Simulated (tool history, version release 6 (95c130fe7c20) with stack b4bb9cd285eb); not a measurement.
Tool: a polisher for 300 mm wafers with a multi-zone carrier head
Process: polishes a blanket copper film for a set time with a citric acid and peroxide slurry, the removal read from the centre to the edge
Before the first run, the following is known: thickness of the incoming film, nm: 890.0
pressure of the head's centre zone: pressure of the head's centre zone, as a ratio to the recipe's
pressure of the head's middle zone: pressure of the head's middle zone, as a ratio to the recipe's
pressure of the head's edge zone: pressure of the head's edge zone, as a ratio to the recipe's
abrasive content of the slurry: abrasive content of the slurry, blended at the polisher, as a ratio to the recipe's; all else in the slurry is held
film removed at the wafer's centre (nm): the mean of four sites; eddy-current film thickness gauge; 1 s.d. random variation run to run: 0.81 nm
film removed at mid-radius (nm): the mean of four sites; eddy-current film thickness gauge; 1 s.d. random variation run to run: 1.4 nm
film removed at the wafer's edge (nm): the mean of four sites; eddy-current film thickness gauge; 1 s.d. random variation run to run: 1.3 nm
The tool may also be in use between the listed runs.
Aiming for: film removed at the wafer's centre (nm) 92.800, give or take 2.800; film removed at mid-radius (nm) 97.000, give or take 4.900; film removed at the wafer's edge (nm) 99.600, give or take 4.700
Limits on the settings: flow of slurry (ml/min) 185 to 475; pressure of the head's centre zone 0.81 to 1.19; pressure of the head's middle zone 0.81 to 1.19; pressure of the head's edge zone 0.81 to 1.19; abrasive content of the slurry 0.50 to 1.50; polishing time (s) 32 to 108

| run | hour | flow of slurry (ml/min) | pressure of the head's centre zone | pressure of the head's middle zone | pressure of the head's edge zone | abrasive content of the slurry | polishing time (s) | film removed at the wafer's centre (nm) | film removed at mid-radius (nm) | film removed at the wafer's edge (nm) |
|---|---|---|---|---|---|---|---|---|---|---|
| 1 | 0.0 | 305 | 1.00 | 1.00 | 1.00 | 1.00 | 70 | 128.760 | 127.900 | 123.240 |
| 2 | 1.8 | 305 | 1.00 | 1.00 | 0.93 | 1.00 | 70 | 127.210 | 127.230 | 114.780 |
| 3 | 6.0 | 360 | 1.00 | 1.00 | 0.93 | 1.00 | 70 | 129.700 | 127.610 | 116.270 |
| 4 | 9.8 | 360 | 0.96 | 0.97 | 0.93 | 0.90 | 69 | 119.550 | 119.300 | 114.650 |
| 5 | 15.4 | 360 | 0.94 | 0.95 | 0.91 | 0.85 | 68 | 115.010 | 116.960 | 109.850 |
| 6 | 22.0 | 360 | 0.94 | 0.95 | 0.99 | 0.85 | 68 | 113.120 | 116.000 | 113.860 |
| 7 | 24.2 | 360 | 0.92 | 0.93 | 0.98 | 0.80 | 67 | 110.780 | 111.260 | 106.200 |
| 8 | 29.8 | 360 | 0.92 | 0.93 | 0.98 | 0.80 | 67 | 108.860 | 109.720 | 108.450 |
| 9 | 30.8 | 360 | 0.90 | 0.92 | 0.98 | 0.75 | 67 | 105.980 | 110.980 | 108.430 |
|  | 39.5 | edge zone pressure recalibrated |
| 10 | 39.5 | 360 | 0.89 | 0.90 | 0.99 | 0.70 | 66 | 100.080 | 99.417 | 111.390 |
| 11 | 45.9 | 375 | 0.88 | 0.90 | 0.98 | 0.70 | 65 | 97.499 | 101.280 | 106.960 |
| 12 | 54.7 | 375 | 0.88 | 0.90 | 0.97 | 0.70 | 64 | 97.334 | 100.020 | 105.850 |

Consider the 5 candidate settings below. Which is the only one whose results all fall within their allowed miss of target?
| A | 63.5 | 330 | 0.90 | 0.97 | 0.97 | 0.90 | 62 | ? | ? | ? |
| B | 63.5 | 410 | 0.91 | 0.94 | 1.01 | 0.85 | 57 | ? | ? | ? |
| C | 63.5 | 370 | 0.86 | 1.01 | 0.88 | 1.05 | 57 | ? | ? | ? |
| D | 63.5 | 355 | 0.85 | 0.87 | 0.96 | 0.65 | 67 | ? | ? | ? |
| E | 63.5 | 475 | 0.97 | 0.96 | 1.02 | 0.90 | 55 | ? | ? | ? |

| move | film removed at the wafer's centre (nm) | film removed at mid-radius (nm) | film removed at the wafer's edge (nm) |
|---|---|---|---|
| A | 102.090 | 109.100 | 107.920 |
| B | 95.511 | 98.139 | 101.120 |
| C | 94.122 | 108.840 | 99.413 |
| D | 96.943 | 100.270 | 108.030 |
| E | 100.780 | 98.672 | 100.130 |
A: moves away from the targets compared with the last run
B: every result within its allowed miss
C: puts the biggest miss on target and leaves a different result outside tolerance
D: moves away from the targets compared with the last run
E: moves away from the targets compared with the last run
The move that meets every target is B.
